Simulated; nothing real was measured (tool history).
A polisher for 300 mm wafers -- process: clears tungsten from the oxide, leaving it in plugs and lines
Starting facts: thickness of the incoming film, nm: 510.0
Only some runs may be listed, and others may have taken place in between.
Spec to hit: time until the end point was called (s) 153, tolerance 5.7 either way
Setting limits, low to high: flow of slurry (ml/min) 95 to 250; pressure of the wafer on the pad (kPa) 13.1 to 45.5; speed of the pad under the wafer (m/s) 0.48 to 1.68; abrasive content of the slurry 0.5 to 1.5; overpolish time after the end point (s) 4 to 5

run,hour,flow of slurry (ml/min),pressure of the wafer on the pad (kPa),speed of the pad under the wafer (m/s),abrasive content of the slurry,overpolish time after the end point (s),time until the end point was called (s)
1,0,160,29,1.08,1,5,75.282
2,2,155,25.5,1.04,1,5,89.266
3,6.5,150,22.8,1.02,1,5,100.09
4,9,150,20.7,1,1,5,112.34
5,16.7,150,20.7,1,1.15,5,110.76
6,18,150,18.6,1,1.15,5,122.35
7,19.9,150,17.2,1,1.15,5,132.09
8,25.8,150,16.5,1,1.15,5,136.29
9,34.3,150,15.9,1,1.15,5,140.94

Pick the move, out of 5, that brings all results within their allowed miss; only one does.
A,42.8,170,17.9,1.02,1.1,5,?
B,42.8,125,15.2,1.32,0.9,5,?
C,42.8,95,17.2,1.16,1.05,4,?
D,42.8,120,20.7,0.76,1.1,4,?
E,42.8,105,16.5,1.26,1.2,4,?

move,time until the end point was called (s)
A,124.42
B,126.98
C,132.56
D,154.81
E,119.15
A: its largest miss is bigger than the last run's
B: its largest miss is bigger than the last run's
C: its largest miss is bigger than the last run's
D: all results land within tolerance of their targets
E: its largest miss is bigger than the last run's
The move that meets every target is D.

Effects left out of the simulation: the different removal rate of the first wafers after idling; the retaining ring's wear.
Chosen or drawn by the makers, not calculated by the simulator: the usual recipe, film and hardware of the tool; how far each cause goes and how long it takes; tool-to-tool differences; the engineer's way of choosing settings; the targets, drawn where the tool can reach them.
